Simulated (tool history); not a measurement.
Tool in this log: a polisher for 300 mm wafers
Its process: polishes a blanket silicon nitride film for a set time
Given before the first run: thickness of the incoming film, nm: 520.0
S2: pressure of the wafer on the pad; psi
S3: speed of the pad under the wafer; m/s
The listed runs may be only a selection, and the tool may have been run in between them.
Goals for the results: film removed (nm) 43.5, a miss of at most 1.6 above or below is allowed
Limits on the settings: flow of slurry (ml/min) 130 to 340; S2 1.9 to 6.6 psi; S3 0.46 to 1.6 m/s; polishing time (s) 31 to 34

Run 1, hour 0: flow of slurry (ml/min) 220, S2 4.2 psi, S3 1.02 m/s, polishing time (s) 34. Result: film removed (nm) 61.713.
Run 2, hour 5.7: flow of slurry (ml/min) 220, S2 3.9 psi, S3 1.02 m/s, polishing time (s) 34. Result: film removed (nm) 56.484.
Run 3, hour 8.5: flow of slurry (ml/min) 220, S2 3.9 psi, S3 0.82 m/s, polishing time (s) 34. Result: film removed (nm) 49.964.
Run 4, hour 14.5: flow of slurry (ml/min) 220, S2 3.8 psi, S3 0.82 m/s, polishing time (s) 34. Result: film removed (nm) 48.116.
Run 5, hour 20.2: flow of slurry (ml/min) 175, S2 3.8 psi, S3 0.82 m/s, polishing time (s) 34. Result: film removed (nm) 46.203.
Run 6, hour 22.8: flow of slurry (ml/min) 170, S2 3.8 psi, S3 0.82 m/s, polishing time (s) 34. Result: film removed (nm) 46.108.
Run 7, hour 30.6: flow of slurry (ml/min) 170, S2 3.8 psi, S3 0.82 m/s, polishing time (s) 34. Result: film removed (nm) 46.732.
Run 8, hour 39.1: flow of slurry (ml/min) 170, S2 3.7 psi, S3 0.82 m/s, polishing time (s) 34. Result: film removed (nm) 44.918.

Next run, 5 choices. One meets every target within its allowed miss, the rest don't. Which?
Run A, hour 47.6: flow of slurry (ml/min) 145, S2 3.8 psi, S3 0.9 m/s, polishing time (s) 33. Result: film removed (nm) ?.
Run B, hour 47.6: flow of slurry (ml/min) 190, S2 3.1 psi, S3 1.1 m/s, polishing time (s) 34. Result: film removed (nm) ?.
Run C, hour 47.6: flow of slurry (ml/min) 185, S2 3.8 psi, S3 0.92 m/s, polishing time (s) 31. Result: film removed (nm) ?.
Run D, hour 47.6: flow of slurry (ml/min) 190, S2 4.3 psi, S3 0.7 m/s, polishing time (s) 31. Result: film removed (nm) ?.
Run E, hour 47.6: flow of slurry (ml/min) 180, S2 3.5 psi, S3 0.94 m/s, polishing time (s) 34. Result: film removed (nm) ?.

move  film removed (nm)
   A             47.901
   B             48.838
   C             47.459
   D             44.306
   E             48.637
A: moves away from the targets compared with the last run
B: moves away from the targets compared with the last run
C: moves away from the targets compared with the last run
D: in spec on every target
E: moves away from the targets compared with the last run
The right move is D.
